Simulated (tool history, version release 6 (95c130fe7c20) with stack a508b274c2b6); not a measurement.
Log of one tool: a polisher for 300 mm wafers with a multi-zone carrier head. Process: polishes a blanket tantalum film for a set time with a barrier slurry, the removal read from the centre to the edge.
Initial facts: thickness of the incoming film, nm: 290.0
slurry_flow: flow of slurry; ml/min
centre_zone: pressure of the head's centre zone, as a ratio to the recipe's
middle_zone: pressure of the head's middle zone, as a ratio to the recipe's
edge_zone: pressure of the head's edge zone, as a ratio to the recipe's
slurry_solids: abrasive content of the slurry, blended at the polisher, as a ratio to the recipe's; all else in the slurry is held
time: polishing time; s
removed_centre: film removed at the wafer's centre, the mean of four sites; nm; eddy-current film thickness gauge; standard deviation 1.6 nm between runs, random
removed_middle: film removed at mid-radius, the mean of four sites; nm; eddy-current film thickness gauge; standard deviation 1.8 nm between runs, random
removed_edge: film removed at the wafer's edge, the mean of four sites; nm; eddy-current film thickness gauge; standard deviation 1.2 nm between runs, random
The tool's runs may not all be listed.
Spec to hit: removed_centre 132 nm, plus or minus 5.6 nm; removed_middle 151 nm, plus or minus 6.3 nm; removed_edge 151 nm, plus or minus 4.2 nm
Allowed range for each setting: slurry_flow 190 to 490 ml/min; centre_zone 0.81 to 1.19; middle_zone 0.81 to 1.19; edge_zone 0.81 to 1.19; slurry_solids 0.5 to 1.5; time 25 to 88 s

Run 1, hour 0: slurry_flow 315 ml/min, centre_zone 1, middle_zone 1, edge_zone 1, slurry_solids 1, time 56 s. Result: removed_centre 106.1 nm, removed_middle 110.32 nm, removed_edge 108.34 nm.
Run 2, hour 6.4: slurry_flow 315 ml/min, centre_zone 1, middle_zone 1, edge_zone 1, slurry_solids 0.85, time 56 s. Result: removed_centre 102.12 nm, removed_middle 104.95 nm, removed_edge 105.1 nm.
Run 3, hour 14.5: slurry_flow 315 ml/min, centre_zone 0.98, middle_zone 1.01, edge_zone 1.05, slurry_solids 1.05, time 59 s. Result: removed_centre 109.34 nm, removed_middle 116.18 nm, removed_edge 119.69 nm.
Run 4, hour 16: slurry_flow 320 ml/min, centre_zone 0.99, middle_zone 1.05, edge_zone 1.08, slurry_solids 1.2, time 60 s. Result: removed_centre 120.3 nm, removed_middle 128.08 nm, removed_edge 127.56 nm.
Run 5, hour 24.7: slurry_flow 285 ml/min, centre_zone 0.99, middle_zone 1.05, edge_zone 1.08, slurry_solids 1.2, time 60 s. Result: removed_centre 116.76 nm, removed_middle 126.74 nm, removed_edge 126.46 nm.
Run 6, hour 32.7: slurry_flow 295 ml/min, centre_zone 0.98, middle_zone 1.07, edge_zone 1.11, slurry_solids 1.3, time 61 s. Result: removed_centre 117.52 nm, removed_middle 131.93 nm, removed_edge 131.23 nm.
Run 7, hour 36.6: slurry_flow 310 ml/min, centre_zone 0.98, middle_zone 1.08, edge_zone 1.13, slurry_solids 1.35, time 62 s. Result: removed_centre 122.78 nm, removed_middle 134.86 nm, removed_edge 138.29 nm.
Run 8, hour 44.7: slurry_flow 320 ml/min, centre_zone 0.98, middle_zone 1.11, edge_zone 1.14, slurry_solids 1.4, time 63 s. Result: removed_centre 128.76 nm, removed_middle 145.72 nm, removed_edge 141.94 nm.
Run 9, hour 52.3: slurry_flow 325 ml/min, centre_zone 0.97, middle_zone 1.11, edge_zone 1.16, slurry_solids 1.45, time 63 s. Result: removed_centre 126.59 nm, removed_middle 145.6 nm, removed_edge 146.89 nm.
Run 10, hour 60.6: slurry_flow 335 ml/min, centre_zone 0.97, middle_zone 1.12, edge_zone 1.17, slurry_solids 1.45, time 63 s. Result: removed_centre 127.54 nm, removed_middle 143.81 nm, removed_edge 143.36 nm.

Exactly one of the 5 candidate moves below puts every result within its allowed miss. Which one?
Run A, hour 68.9: slurry_flow 190 ml/min, centre_zone 0.93, middle_zone 1.01, edge_zone 1.19, slurry_solids 1.4, time 67 s. Result: removed_centre ?, removed_middle ?, removed_edge ?.
Run B, hour 68.9: slurry_flow 320 ml/min, centre_zone 0.99, middle_zone 1.18, edge_zone 1.13, slurry_solids 1.15, time 66 s. Result: removed_centre ?, removed_middle ?, removed_edge ?.
Run C, hour 68.9: slurry_flow 370 ml/min, centre_zone 0.96, middle_zone 1.11, edge_zone 1.17, slurry_solids 1.5, time 64 s. Result: removed_centre ?, removed_middle ?, removed_edge ?.
Run D, hour 68.9: slurry_flow 370 ml/min, centre_zone 1.03, middle_zone 1.1, edge_zone 1.19, slurry_solids 1.4, time 60 s. Result: removed_centre ?, removed_middle ?, removed_edge ?.
Run E, hour 68.9: slurry_flow 380 ml/min, centre_zone 1.01, middle_zone 1.08, edge_zone 1.12, slurry_solids 1.45, time 61 s. Result: removed_centre ?, removed_middle ?, removed_edge ?.

move  removed_centre  removed_middle  removed_edge
   A          120.38          134.67        150.09
   B          128.65          149.85        143.22
   C          130.08          149.41        151.66
   D          129.01           137.1        141.39
   E          129.83          138.91         140.6
A: brings the result that was furthest off to its target, and leaves another outside
B: neither nearer nor further off than the last run
C: all results in spec
D: lands further from the targets than the last run did
E: lands further from the targets than the last run did
Go with C: it meets all targets.
